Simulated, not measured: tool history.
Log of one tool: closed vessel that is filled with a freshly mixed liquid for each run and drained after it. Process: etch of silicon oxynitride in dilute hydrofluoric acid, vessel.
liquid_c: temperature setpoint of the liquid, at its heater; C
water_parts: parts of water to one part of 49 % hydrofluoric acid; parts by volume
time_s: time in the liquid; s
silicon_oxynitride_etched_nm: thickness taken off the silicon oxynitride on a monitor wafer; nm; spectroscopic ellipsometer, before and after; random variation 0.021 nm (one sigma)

Run 1, hour 0: liquid_c 25 C, water_parts 275 parts by volume, time_s 325 s. Result: silicon_oxynitride_etched_nm 4.732 nm.
Run 2, hour 5.3: liquid_c 24.5 C, water_parts 275 parts by volume, time_s 325 s. Result: silicon_oxynitride_etched_nm 4.6654 nm.
Run 3, hour 11.7: liquid_c 22 C, water_parts 275 parts by volume, time_s 325 s. Result: silicon_oxynitride_etched_nm 4.1416 nm.
Run 4, hour 13.1: liquid_c 22 C, water_parts 275 parts by volume, time_s 325 s. Result: silicon_oxynitride_etched_nm 4.1918 nm.
Run 5, hour 20: liquid_c 19.5 C, water_parts 275 parts by volume, time_s 325 s. Result: silicon_oxynitride_etched_nm 3.7438 nm.
Run 6, hour 20.5: liquid_c 20 C, water_parts 275 parts by volume, time_s 325 s. Result: silicon_oxynitride_etched_nm 3.8301 nm.

Forecast run 7:
Run 7, hour 23.4: liquid_c 20.5 C, water_parts 275 parts by volume, time_s 325 s. Result: silicon_oxynitride_etched_nm ?.

Run 7 gave silicon_oxynitride_etched_nm 3.9136 nm.

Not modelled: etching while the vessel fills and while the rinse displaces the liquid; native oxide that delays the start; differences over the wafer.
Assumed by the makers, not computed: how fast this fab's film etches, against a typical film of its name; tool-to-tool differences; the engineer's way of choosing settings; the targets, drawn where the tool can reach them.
